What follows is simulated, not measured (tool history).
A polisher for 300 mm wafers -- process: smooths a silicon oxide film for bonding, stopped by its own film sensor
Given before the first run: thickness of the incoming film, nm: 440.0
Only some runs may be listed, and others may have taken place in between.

run	hour	flow of slurry (ml/min)	pressure of the wafer on the pad (psi)	speed of the pad under the wafer (m/s)	abrasive content of the slurry	target thickness at which the film sensor stops the polish (angstrom)	time until the film sensor stopped the polish (s)
1	0.0	265	2.1	0.82	1.0	4120	43.697
2	3.1	265	2.1	0.64	1.0	4120	53.796
3	10.1	265	1.9	0.64	1.0	4120	57.216
4	10.8	265	2.1	0.70	1.0	4120	49.201
5	17.4	265	2.6	0.70	1.0	4120	41.106
6	18.3	215	2.6	0.70	1.0	4120	40.632
7	21.1	215	2.7	0.74	1.0	4120	37.045
8	28.0	215	2.7	0.74	1.0	4120	37.866
9	36.2	215	2.8	0.78	1.0	4120	34.836
10	37.6	215	2.9	0.80	1.0	4120	32.542
11	44.4	215	2.9	0.82	1.0	4120	32.196

What will run 12 give?
12	50.5	215	2.9	0.84	1.0	4120	?

{"run 12": {"time until the film sensor stopped the polish (s)": 31.208}}
